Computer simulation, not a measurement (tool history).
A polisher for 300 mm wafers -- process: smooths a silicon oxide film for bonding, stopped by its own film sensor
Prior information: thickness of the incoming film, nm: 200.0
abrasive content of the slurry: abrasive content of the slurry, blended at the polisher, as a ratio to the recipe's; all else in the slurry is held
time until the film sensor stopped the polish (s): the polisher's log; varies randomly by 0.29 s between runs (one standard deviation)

| run | hour | flow of slurry (ml/min) | pressure of the wafer on the pad (psi) | speed of the pad under the wafer (m/s) | abrasive content of the slurry | target thickness at which the film sensor stops the polish (nm) | time until the film sensor stopped the polish (s) |
|---|---|---|---|---|---|---|---|
| 1 | 0.0 | 205 | 2.0 | 1.02 | 1.00 | 183 | 24.599 |
| 2 | 7.6 | 205 | 2.0 | 0.80 | 1.00 | 183 | 27.587 |
| 3 | 10.5 | 205 | 2.0 | 0.80 | 1.15 | 183 | 27.395 |
| 4 | 16.7 | 205 | 2.2 | 0.82 | 1.15 | 183 | 24.605 |
| 5 | 23.0 | 205 | 2.4 | 0.82 | 1.15 | 183 | 22.687 |
| 6 | 29.5 | 205 | 2.4 | 0.60 | 1.15 | 183 | 26.085 |
| 7 | 32.8 | 205 | 2.4 | 0.60 | 1.15 | 183 | 26.052 |
| 8 | 33.6 | 205 | 2.6 | 0.62 | 1.15 | 183 | 23.479 |

Expected results for the next run?
| 9 | 36.3 | 205 | 2.7 | 0.64 | 1.15 | 183 | ? |

time until the film sensor stopped the polish (s): 22.071
